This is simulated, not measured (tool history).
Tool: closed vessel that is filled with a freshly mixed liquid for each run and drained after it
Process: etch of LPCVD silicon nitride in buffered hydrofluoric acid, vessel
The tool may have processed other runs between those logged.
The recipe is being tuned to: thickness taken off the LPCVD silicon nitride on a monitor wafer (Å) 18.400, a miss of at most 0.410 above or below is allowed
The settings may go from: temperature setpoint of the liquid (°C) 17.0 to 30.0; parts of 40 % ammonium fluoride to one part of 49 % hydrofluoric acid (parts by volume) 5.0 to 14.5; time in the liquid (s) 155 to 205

run,day,temperature setpoint of the liquid (°C),parts of 40 % ammonium fluoride to one part of 49 % hydrofluoric acid (parts by volume),time in the liquid (s),thickness taken off the LPCVD silicon nitride on a monitor wafer (Å)
1,0.000,22.0,9.0,205,32.317
2,0.212,20.5,9.0,205,29.737
3,0.317,20.5,8.0,205,33.770
4,0.383,19.5,9.0,205,27.992
5,0.658,19.0,9.5,205,26.360
6,0.779,18.5,10.0,205,24.870
7,0.983,18.0,10.5,205,23.032
8,1.208,18.0,11.0,205,22.236
9,1.450,18.0,11.5,205,21.203
10,1.596,18.0,12.0,205,20.405

Which one of the following 4 next-run settings gets every result inside its allowed miss? There is exactly one.
A,1.742,20.0,14.5,190,?
B,1.742,18.0,12.5,195,?
C,1.742,19.0,14.5,200,?
D,1.742,17.0,13.0,205,?

move,thickness taken off the LPCVD silicon nitride on a monitor wafer (Å)
A,17.511
B,18.571
C,17.424
D,17.747
A: the result that was furthest off in the last run now lies on the other side of its target
B: all results in spec
C: the result that was furthest off in the last run now lies on the other side of its target
D: the result that was furthest off in the last run now lies on the other side of its target
Move B is the one to make.

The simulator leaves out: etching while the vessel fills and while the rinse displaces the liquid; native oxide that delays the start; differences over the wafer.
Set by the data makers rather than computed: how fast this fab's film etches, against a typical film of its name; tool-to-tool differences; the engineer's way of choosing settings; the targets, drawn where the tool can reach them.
